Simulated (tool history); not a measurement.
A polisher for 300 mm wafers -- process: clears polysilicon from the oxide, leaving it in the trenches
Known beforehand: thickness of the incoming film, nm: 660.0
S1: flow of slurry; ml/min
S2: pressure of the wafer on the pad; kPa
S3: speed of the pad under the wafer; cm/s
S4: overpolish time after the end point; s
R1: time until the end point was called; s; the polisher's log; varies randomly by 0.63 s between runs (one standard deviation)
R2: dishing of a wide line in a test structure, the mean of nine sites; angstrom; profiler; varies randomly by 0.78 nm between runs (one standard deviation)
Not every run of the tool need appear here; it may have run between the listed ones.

run,hour,S1,S2,S3,S4,R1,R2
1,0,215,15.2,110,14,57.622,581.82
2,6.7,180,15.2,110,14,59.843,564.06
3,9.4,180,15.2,94,14,68.992,554.95
4,10.7,180,13.8,94,14,73.603,537.54
5,15.3,185,15.9,96,13,64.678,542.64
6,19.9,190,17.2,98,14,60.51,581.06

What will run 7 give?
# hour 25.2: worn pad replaced by a new one
7,25.2,195,18.6,100,13,?,?

{"run 7": {"R1": 49.493, "R2": 588.84}}
